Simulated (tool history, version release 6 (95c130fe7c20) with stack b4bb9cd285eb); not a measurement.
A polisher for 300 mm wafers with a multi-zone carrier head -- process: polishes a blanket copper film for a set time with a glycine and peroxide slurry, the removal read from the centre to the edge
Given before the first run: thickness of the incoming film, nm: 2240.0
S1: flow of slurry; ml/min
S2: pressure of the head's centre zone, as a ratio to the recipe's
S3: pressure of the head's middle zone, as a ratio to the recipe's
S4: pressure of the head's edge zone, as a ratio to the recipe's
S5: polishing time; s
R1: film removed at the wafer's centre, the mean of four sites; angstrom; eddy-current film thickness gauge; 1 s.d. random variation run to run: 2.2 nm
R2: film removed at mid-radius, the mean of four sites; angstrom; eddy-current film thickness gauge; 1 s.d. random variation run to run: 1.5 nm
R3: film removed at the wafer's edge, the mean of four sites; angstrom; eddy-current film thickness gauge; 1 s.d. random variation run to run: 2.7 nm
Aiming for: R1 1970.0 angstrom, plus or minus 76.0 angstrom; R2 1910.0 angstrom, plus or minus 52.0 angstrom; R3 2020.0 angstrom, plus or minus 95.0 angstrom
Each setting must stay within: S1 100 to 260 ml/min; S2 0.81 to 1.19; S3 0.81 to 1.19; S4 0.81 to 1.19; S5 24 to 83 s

{"run": 1, "hour": 0.0, "S1": 165, "S2": 1.0, "S3": 1.0, "S4": 1.0, "S5": 53, "R1": 2287.0, "R2": 2359.7, "R3": 2325.2}
{"run": 2, "hour": 3.3, "S1": 165, "S2": 0.97, "S3": 1.0, "S4": 1.0, "S5": 53, "R1": 2234.7, "R2": 2320.2, "R3": 2336.8}
{"run": 3, "hour": 10.0, "S1": 160, "S2": 0.96, "S3": 0.98, "S4": 0.97, "S5": 52, "R1": 2127.9, "R2": 2254.2, "R3": 2237.2}
{"run": 4, "hour": 15.3, "S1": 155, "S2": 0.96, "S3": 0.95, "S4": 0.96, "S5": 52, "R1": 2096.3, "R2": 2206.2, "R3": 2191.1}
{"hour": 22.6, "done": "slurry nozzle cleaned"}
{"run": 5, "hour": 22.6, "S1": 155, "S2": 1.02, "S3": 0.95, "S4": 0.96, "S5": 52, "R1": 2526.4, "R2": 2402.8, "R3": 2352.6}
{"run": 6, "hour": 27.1, "S1": 155, "S2": 1.0, "S3": 0.93, "S4": 0.96, "S5": 51, "R1": 2422.3, "R2": 2317.6, "R3": 2353.9}
{"run": 7, "hour": 30.4, "S1": 155, "S2": 0.99, "S3": 0.92, "S4": 0.96, "S5": 49, "R1": 2327.4, "R2": 2239.3, "R3": 2185.3}
{"run": 8, "hour": 38.1, "S1": 145, "S2": 0.98, "S3": 0.91, "S4": 0.99, "S5": 48, "R1": 2192.2, "R2": 2124.1, "R3": 2216.1}
{"run": 9, "hour": 38.9, "S1": 145, "S2": 0.97, "S3": 0.9, "S4": 0.99, "S5": 47, "R1": 2159.8, "R2": 2058.0, "R3": 2116.6}
{"run": 10, "hour": 39.8, "S1": 140, "S2": 0.96, "S3": 0.9, "S4": 0.99, "S5": 47, "R1": 2057.4, "R2": 2054.7, "R3": 2101.3}
{"run": 11, "hour": 42.6, "S1": 140, "S2": 0.96, "S3": 0.89, "S4": 1.0, "S5": 46, "R1": 2004.6, "R2": 1972.0, "R3": 2108.0}

Which one of the following 4 next-run settings gets every result inside its allowed miss? There is exactly one.
{"run": "A", "hour": 45.4, "S1": 165, "S2": 1.04, "S3": 0.81, "S4": 1.17, "S5": 43, "R1": "?", "R2": "?", "R3": "?"}
{"run": "B", "hour": 45.4, "S1": 160, "S2": 0.94, "S3": 0.85, "S4": 0.98, "S5": 44, "R1": "?", "R2": "?", "R3": "?"}
{"run": "C", "hour": 45.4, "S1": 115, "S2": 0.97, "S3": 0.88, "S4": 1.11, "S5": 47, "R1": "?", "R2": "?", "R3": "?"}
{"run": "D", "hour": 45.4, "S1": 150, "S2": 0.92, "S3": 0.81, "S4": 1.06, "S5": 46, "R1": "?", "R2": "?", "R3": "?"}

move=A R1=2175.9 R2=1842.2 R3=2144.0
move=B R1=1997.8 R2=1924.9 R3=2001.6
move=C R1=2011.2 R2=1934.3 R3=2146.0
move=D R1=2013.0 R2=1934.8 R3=2152.9
A: takes the biggest miss from the last run beyond its target
B: every result lands within tolerance
C: puts the biggest miss on target and leaves a different result outside tolerance
D: puts the biggest miss on target and leaves a different result outside tolerance
Correct choice: B, which meets every target
